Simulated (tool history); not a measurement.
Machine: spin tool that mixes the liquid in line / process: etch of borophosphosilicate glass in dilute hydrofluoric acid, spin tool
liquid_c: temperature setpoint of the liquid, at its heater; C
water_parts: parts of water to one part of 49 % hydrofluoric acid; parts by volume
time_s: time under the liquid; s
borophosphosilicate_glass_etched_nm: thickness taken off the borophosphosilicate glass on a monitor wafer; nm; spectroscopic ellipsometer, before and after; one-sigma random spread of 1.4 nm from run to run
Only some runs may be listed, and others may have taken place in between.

| run | hour | liquid_c | water_parts | time_s | borophosphosilicate_glass_etched_nm |
|---|---|---|---|---|---|
| 1 | 0.0 | 21.0 | 160 | 175 | 44.277 |
| 2 | 1.2 | 21.0 | 110 | 175 | 67.639 |
| 3 | 9.3 | 23.5 | 90 | 175 | 93.500 |
| 4 | 18.2 | 25.0 | 80 | 175 | 113.570 |
| 5 | 24.9 | 26.0 | 75 | 175 | 125.530 |
| 6 | 31.1 | 26.0 | 75 | 175 | 125.260 |
| 7 | 38.4 | 29.0 | 55 | 175 | 202.980 |
| 8 | 41.8 | 29.0 | 55 | 175 | 202.100 |
| 9 | 48.8 | 28.0 | 55 | 175 | 197.180 |
| 10 | 53.0 | 28.0 | 55 | 175 | 194.320 |
| 11 | 56.6 | 27.0 | 55 | 175 | 186.520 |
| 12 | 65.2 | 23.0 | 60 | 175 | 144.280 |

Expected results for the next run?
| 13 | 71.7 | 23.5 | 60 | 175 | ? |

{"run 13": {"borophosphosilicate_glass_etched_nm": 145.83}}
